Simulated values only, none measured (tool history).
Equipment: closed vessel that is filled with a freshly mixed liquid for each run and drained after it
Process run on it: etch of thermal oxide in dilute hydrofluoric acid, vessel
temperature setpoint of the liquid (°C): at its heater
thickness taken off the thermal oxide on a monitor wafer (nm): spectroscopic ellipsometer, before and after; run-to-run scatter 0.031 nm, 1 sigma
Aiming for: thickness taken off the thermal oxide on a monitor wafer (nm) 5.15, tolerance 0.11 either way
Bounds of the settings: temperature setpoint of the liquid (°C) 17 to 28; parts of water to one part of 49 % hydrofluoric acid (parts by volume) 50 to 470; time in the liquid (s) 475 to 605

run    day  temperature setpoint of the liquid (°C)  parts of water to one part of 49 % hydrofluoric acid (parts by volume)  time in the liquid (s)  thickness taken off the thermal oxide on a monitor wafer (nm)
  1      0                                       20                                                                     260                     605                                                         7.1644
  2  0.279                                     19.5                                                                     270                     605                                                         6.7245
  3  0.483                                       19                                                                     280                     605                                                         6.2622
  4   0.85                                     17.5                                                                     280                     605                                                          6.044
  5  0.938                                       21                                                                     280                     605                                                          6.834
  6  0.971                                       20                                                                     285                     605                                                         6.3724
  7  1.275                                     19.5                                                                     290                     605                                                          6.123
  8  1.554                                       19                                                                     295                     605                                                         5.8775
  9  1.675                                     18.5                                                                     300                     605                                                         5.6509
 10  2.033                                     18.5                                                                     300                     605                                                         5.6119
 11    2.1                                       18                                                                     300                     605                                                         5.5884

Consider the 5 candidate settings below. Which is the only one whose results all fall within their allowed miss of target?
  A  2.167                                     17.5                                                                     275                     605                                                              ?
  B  2.167                                       18                                                                     310                     585                                                              ?
  C  2.167                                       17                                                                     260                     550                                                              ?
  D  2.167                                     17.5                                                                     250                     475                                                              ?
  E  2.167                                     22.5                                                                     335                     525                                                              ?

move  thickness taken off the thermal oxide on a monitor wafer (nm)
   A                                                         6.0725
   B                                                         5.1515
   C                                                         5.8026
   D                                                           5.36
   E                                                         4.9201
A: its largest miss is bigger than the last run's
B: every result within its allowed miss
C: its largest miss is bigger than the last run's
D: moves toward the targets from the last run without getting all of them in spec
E: carries the result that was furthest off beyond its target, to the other side
B meets every target.
